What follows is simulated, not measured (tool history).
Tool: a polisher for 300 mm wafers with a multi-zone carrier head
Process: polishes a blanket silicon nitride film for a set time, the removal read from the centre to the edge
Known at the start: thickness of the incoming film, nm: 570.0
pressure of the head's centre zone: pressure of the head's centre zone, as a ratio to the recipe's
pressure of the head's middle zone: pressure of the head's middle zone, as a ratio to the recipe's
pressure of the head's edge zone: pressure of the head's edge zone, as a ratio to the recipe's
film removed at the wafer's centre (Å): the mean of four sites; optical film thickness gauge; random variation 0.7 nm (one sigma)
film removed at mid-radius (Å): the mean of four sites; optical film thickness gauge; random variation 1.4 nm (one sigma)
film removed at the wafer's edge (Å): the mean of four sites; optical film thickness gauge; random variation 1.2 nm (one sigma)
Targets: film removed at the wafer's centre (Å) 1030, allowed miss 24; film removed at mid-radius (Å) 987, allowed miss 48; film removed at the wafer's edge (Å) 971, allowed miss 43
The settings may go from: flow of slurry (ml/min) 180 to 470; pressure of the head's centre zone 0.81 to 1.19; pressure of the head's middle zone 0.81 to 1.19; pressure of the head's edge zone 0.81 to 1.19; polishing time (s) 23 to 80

run  hour  flow of slurry (ml/min)  pressure of the head's centre zone  pressure of the head's middle zone  pressure of the head's edge zone  polishing time (s)  film removed at the wafer's centre (Å)  film removed at mid-radius (Å)  film removed at the wafer's edge (Å)
  1     0                      300                                   1                                   1                                 1                  51                                  747.57                          768.49                                777.17
  2   0.6                      310                                1.04                                1.03                              1.03                  53                                  814.54                           819.6                                826.25
  3   7.1                      320                                1.07                                1.06                              1.06                  54                                   863.5                          839.29                                836.97
  4  13.9                      320                                1.07                                   1                              1.06                  54                                  849.05                          809.21                                863.67
  5  18.9                      320                                1.07                                   1                              1.03                  54                                  848.99                          801.96                                853.49
  6  21.6                      365                                1.07                                   1                              1.03                  54                                  853.48                          807.36                                847.05
  7  22.5                      365                                1.08                                1.02                              1.04                  56                                  900.29                          879.22                                917.45
     25.5  -- edge zone pressure recalibrated
  8  25.5                      375                                 1.1                                1.04                              1.04                  56                                  912.78                          871.91                                853.13
  9  27.7                      375                                1.11                                1.05                              1.06                  57                                  937.46                          894.53                                869.39
 10  30.7                      375                                1.11                                1.05                              1.06                  58                                  957.22                          927.56                                916.51

5 next moves are on the table. One of them brings every result within its allowed miss. Which?
  A  33.7                      360                                1.14                                0.87                              1.15                  65                                       ?                               ?                                     ?
  B  33.7                      365                                1.16                                1.06                              1.08                  62                                       ?                               ?                                     ?
  C  33.7                      430                                0.98                                1.02                              1.11                  59                                       ?                               ?                                     ?
  D  33.7                      385                                0.96                                1.14                              1.13                  60                                       ?                               ?                                     ?
  E  33.7                      430                                 1.1                                1.04                              1.05                  62                                       ?                               ?                                     ?

move  film removed at the wafer's centre (Å)  film removed at mid-radius (Å)  film removed at the wafer's edge (Å)
   A                                    1107                          866.59                                1072.5
   B                                  1076.6                          976.69                                989.16
   C                                  883.74                          911.86                                964.43
   D                                  873.89                          1011.3                                981.78
   E                                  1037.4                          973.64                                985.35
A: takes the result that was furthest off past its target
B: takes the result that was furthest off past its target
C: further off than the last run
D: further off than the last run
E: meets every target
The right move is E.
